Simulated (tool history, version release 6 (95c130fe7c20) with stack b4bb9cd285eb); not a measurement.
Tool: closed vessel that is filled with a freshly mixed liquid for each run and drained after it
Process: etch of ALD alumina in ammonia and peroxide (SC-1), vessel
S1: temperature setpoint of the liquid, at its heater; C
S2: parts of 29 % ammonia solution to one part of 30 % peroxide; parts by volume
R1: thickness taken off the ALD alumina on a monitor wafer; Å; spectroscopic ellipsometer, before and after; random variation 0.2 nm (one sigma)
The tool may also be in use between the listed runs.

Run 1, day 0: S1 51 C, S2 0.45 parts by volume, time in the liquid (s) 1660. Result: R1 646.63 Å.
Run 2, day 0.138: S1 51 C, S2 0.45 parts by volume, time in the liquid (s) 1660. Result: R1 646.86 Å.
Run 3, day 0.417: S1 51 C, S2 0.35 parts by volume, time in the liquid (s) 1660. Result: R1 633.43 Å.
Run 4, day 0.55: S1 55.5 C, S2 0.35 parts by volume, time in the liquid (s) 1660. Result: R1 808.6 Å.
Run 5, day 0.717: S1 55.5 C, S2 0.35 parts by volume, time in the liquid (s) 1785. Result: R1 863.51 Å.
Run 6, day 1.075: S1 55.5 C, S2 0.3 parts by volume, time in the liquid (s) 1785. Result: R1 855.7 Å.
Run 7, day 1.475: S1 54.5 C, S2 0.3 parts by volume, time in the liquid (s) 1785. Result: R1 811.41 Å.
Run 8, day 1.821: S1 53.5 C, S2 0.3 parts by volume, time in the liquid (s) 1785. Result: R1 770.66 Å.
Run 9, day 2.117: S1 53 C, S2 0.3 parts by volume, time in the liquid (s) 1785. Result: R1 746.65 Å.
Run 10, day 2.221: S1 53 C, S2 0.3 parts by volume, time in the liquid (s) 1785. Result: R1 744.93 Å.
At day 2.396: ammonia flow meter replaced.
Run 11, day 2.396: S1 52.5 C, S2 0.3 parts by volume, time in the liquid (s) 1785. Result: R1 733.4 Å.
Run 12, day 2.475: S1 52 C, S2 0.3 parts by volume, time in the liquid (s) 1785. Result: R1 717.18 Å.

Run 13 comes next. What will it give?
Run 13, day 2.821: S1 51.5 C, S2 0.3 parts by volume, time in the liquid (s) 1785. Result: R1 ?.

{"run 13": {"R1": 694.82}}

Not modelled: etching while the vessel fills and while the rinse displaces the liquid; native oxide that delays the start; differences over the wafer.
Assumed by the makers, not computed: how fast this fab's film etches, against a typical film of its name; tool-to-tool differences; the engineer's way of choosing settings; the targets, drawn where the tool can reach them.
